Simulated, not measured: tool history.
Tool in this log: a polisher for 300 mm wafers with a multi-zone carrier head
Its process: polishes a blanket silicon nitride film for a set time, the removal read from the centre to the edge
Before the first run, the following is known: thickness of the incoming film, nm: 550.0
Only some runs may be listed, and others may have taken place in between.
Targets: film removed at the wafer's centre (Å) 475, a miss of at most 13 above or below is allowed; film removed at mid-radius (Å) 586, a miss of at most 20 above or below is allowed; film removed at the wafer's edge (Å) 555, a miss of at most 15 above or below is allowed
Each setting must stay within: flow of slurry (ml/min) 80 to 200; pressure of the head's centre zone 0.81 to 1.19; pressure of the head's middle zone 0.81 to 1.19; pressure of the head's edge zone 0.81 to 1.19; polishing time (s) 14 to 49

run	hour	flow of slurry (ml/min)	pressure of the head's centre zone	pressure of the head's middle zone	pressure of the head's edge zone	polishing time (s)	film removed at the wafer's centre (Å)	film removed at mid-radius (Å)	film removed at the wafer's edge (Å)
1	0	130	1	1	1	31	485.04	499.01	512.47
2	2.4	135	0.99	1.02	1.01	31	482.03	515.85	517.49
3	3	140	0.98	1.03	1.02	31	484.38	527.17	525.81
4	5.2	115	0.98	1.03	1.02	31	452.61	495.51	506.04
5	8.4	120	0.97	1.04	1.03	31	450.03	508.73	507.83
6	12.4	125	0.96	1.05	1.04	31	458.02	519.7	519.43
7	13.6	130	0.95	1.06	1.05	31	460.17	534.22	524.21
8	15.6	135	0.94	1.07	1.06	31	459.61	535.26	529.67
9	23.7	140	0.94	1.08	1.06	31	459.73	534.9	524.43
10	24.6	145	0.93	1.09	1.07	31	455.38	553.66	537.13
11	26.1	150	0.93	1.09	1.07	31	457.54	557.71	542.03
12	31	155	0.93	1.09	1.07	31	467.51	560.88	538.63
# hour 35.1: edge zone pressure recalibrated
13	35.1	160	0.92	1.1	1.09	31	467.94	559.64	531.15
14	43.7	160	0.92	1.1	1.09	31	463.87	566.51	532.57

5 candidate next runs follow, results not yet known. Just one meets every target within its allowed miss. Identify it.
A	52.3	185	0.91	1.11	1.16	31	?	?	?
B	52.3	155	0.97	1.09	1.15	30	?	?	?
C	52.3	200	0.99	1.19	1.09	29	?	?	?
D	52.3	155	0.93	1.12	1.13	30	?	?	?
E	52.3	190	0.95	1.16	1.05	30	?	?	?

move	film removed at the wafer's centre (Å)	film removed at mid-radius (Å)	film removed at the wafer's edge (Å)
A	474.29	587.79	549.49
B	472.36	542.4	517.39
C	489.86	590.79	501.9
D	452.82	555.3	512.54
E	481.78	593.3	506.84
A: in spec on every target
B: its largest miss is bigger than the last run's
C: its largest miss is bigger than the last run's
D: its largest miss is bigger than the last run's
E: its largest miss is bigger than the last run's
Correct choice: A, which meets every target

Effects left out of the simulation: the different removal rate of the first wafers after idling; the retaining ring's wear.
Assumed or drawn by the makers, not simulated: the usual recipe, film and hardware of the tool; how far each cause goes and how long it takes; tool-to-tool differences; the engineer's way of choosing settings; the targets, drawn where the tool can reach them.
